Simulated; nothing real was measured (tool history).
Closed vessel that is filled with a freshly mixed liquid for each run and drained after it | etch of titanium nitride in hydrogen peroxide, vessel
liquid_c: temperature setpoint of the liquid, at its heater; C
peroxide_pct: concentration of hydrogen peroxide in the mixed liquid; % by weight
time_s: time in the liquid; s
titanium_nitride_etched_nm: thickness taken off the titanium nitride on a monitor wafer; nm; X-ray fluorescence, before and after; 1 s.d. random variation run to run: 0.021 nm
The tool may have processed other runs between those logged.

run	hour	liquid_c	peroxide_pct	time_s	titanium_nitride_etched_nm
1	0.0	55.0	15.0	190	8.1279
2	7.2	52.5	15.0	190	6.7275
3	10.5	52.5	16.5	190	6.8360
4	12.9	52.5	16.5	190	6.9017
5	13.9	50.5	16.5	190	5.9167
6	20.7	49.0	16.5	190	5.3877
7	24.0	47.5	16.5	190	4.7790

For run 8, what comes out?
8	28.7	46.5	16.5	190	?

Logged for run 8: titanium_nitride_etched_nm 4.4589 nm.

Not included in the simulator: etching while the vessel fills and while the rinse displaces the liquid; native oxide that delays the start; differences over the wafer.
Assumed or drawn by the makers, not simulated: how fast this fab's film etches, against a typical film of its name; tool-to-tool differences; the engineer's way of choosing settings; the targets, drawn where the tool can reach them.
